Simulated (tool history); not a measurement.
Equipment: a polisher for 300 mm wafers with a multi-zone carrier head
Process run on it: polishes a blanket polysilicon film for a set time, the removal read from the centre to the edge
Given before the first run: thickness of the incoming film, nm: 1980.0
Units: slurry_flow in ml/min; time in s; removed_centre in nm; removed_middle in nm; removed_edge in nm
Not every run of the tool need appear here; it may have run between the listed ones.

run 1 day=0 | slurry_flow=120 centre_zone=1 middle_zone=1 edge_zone=1 time=38 | removed_centre=394.99 removed_middle=443.48 removed_edge=442.66
run 2 day=0.371 | slurry_flow=120 centre_zone=1 middle_zone=0.93 edge_zone=1 time=38 | removed_centre=398.03 removed_middle=422.84 removed_edge=438.02
run 3 day=0.425 | slurry_flow=130 centre_zone=1.02 middle_zone=0.96 edge_zone=1.04 time=39 | removed_centre=430.44 removed_middle=449.79 removed_edge=464.2
run 4 day=0.758 | slurry_flow=130 centre_zone=1.02 middle_zone=0.96 edge_zone=1 time=39 | removed_centre=430.21 removed_middle=447 removed_edge=459.23
run 5 day=0.842 | slurry_flow=130 centre_zone=1.02 middle_zone=0.96 edge_zone=0.95 time=39 | removed_centre=426.66 removed_middle=449.8 removed_edge=445.12
-- day=1.071 centre zone pressure recalibrated
run 6 day=1.071 | slurry_flow=130 centre_zone=1.02 middle_zone=0.96 edge_zone=0.87 time=39 | removed_centre=458.1 removed_middle=442.66 removed_edge=430.27
run 7 day=1.438 | slurry_flow=140 centre_zone=1.02 middle_zone=0.96 edge_zone=0.91 time=40 | removed_centre=472.66 removed_middle=469.2 removed_edge=446.51
run 8 day=1.633 | slurry_flow=145 centre_zone=1.03 middle_zone=0.97 edge_zone=0.97 time=41 | removed_centre=495.96 removed_middle=488.07 removed_edge=486.32
run 9 day=1.925 | slurry_flow=150 centre_zone=1.02 middle_zone=0.99 edge_zone=1 time=41 | removed_centre=494.67 removed_middle=493.95 removed_edge=493.62
run 10 day=2.238 | slurry_flow=155 centre_zone=1.01 middle_zone=1.01 edge_zone=1.03 time=41 | removed_centre=494.91 removed_middle=506.18 removed_edge=493.33
run 11 day=2.508 | slurry_flow=155 centre_zone=1.01 middle_zone=1.02 edge_zone=1.06 time=41 | removed_centre=490.8 removed_middle=517.41 removed_edge=505.26
run 12 day=2.683 | slurry_flow=155 centre_zone=1.01 middle_zone=1.02 edge_zone=1.09 time=41 | removed_centre=485.03 removed_middle=497.04 removed_edge=513.71
run 13 day=2.862 | slurry_flow=160 centre_zone=1.01 middle_zone=1.04 edge_zone=1.1 time=41 | removed_centre=501.87 removed_middle=517.49 removed_edge=512.27

Expected results for the next run?
run 14 day=3.188 | slurry_flow=160 centre_zone=1 middle_zone=1.05 edge_zone=1.12 time=41 | removed_centre=? removed_middle=? removed_edge=?

Run 14 measured removed_centre 485.61 nm, removed_middle 527.74 nm, removed_edge 522.41 nm.
